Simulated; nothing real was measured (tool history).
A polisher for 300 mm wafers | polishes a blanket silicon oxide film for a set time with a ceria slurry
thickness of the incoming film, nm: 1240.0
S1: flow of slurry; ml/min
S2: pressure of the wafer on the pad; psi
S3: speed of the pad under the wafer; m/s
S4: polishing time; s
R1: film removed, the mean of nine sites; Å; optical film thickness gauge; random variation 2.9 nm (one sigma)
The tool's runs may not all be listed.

| run | hour | S1 | S2 | S3 | S4 | R1 |
|---|---|---|---|---|---|---|
| 1 | 0.0 | 215 | 3.0 | 1.36 | 85 | 5166.1 |
| 2 | 7.1 | 170 | 3.0 | 1.36 | 85 | 5060.1 |
| 3 | 15.7 | 170 | 3.0 | 1.36 | 85 | 5086.9 |
| 4 | 18.1 | 170 | 3.0 | 1.36 | 89 | 5336.1 |
| 5 | 19.8 | 170 | 3.0 | 1.36 | 89 | 5326.1 |
| 6 | 26.0 | 170 | 3.0 | 1.36 | 89 | 5401.6 |
| 7 | 31.6 | 170 | 2.7 | 1.36 | 89 | 4777.1 |
|  | 36.7 | worn pad replaced by a new one |
| 8 | 36.7 | 170 | 2.5 | 1.36 | 89 | 4926.9 |
| 9 | 39.7 | 170 | 2.3 | 1.32 | 89 | 4565.2 |
| 10 | 41.0 | 170 | 2.1 | 1.30 | 89 | 4108.3 |

Forecast run 11:
| 11 | 44.0 | 170 | 2.0 | 1.30 | 89 | ? |

R1: 3975.4 Å

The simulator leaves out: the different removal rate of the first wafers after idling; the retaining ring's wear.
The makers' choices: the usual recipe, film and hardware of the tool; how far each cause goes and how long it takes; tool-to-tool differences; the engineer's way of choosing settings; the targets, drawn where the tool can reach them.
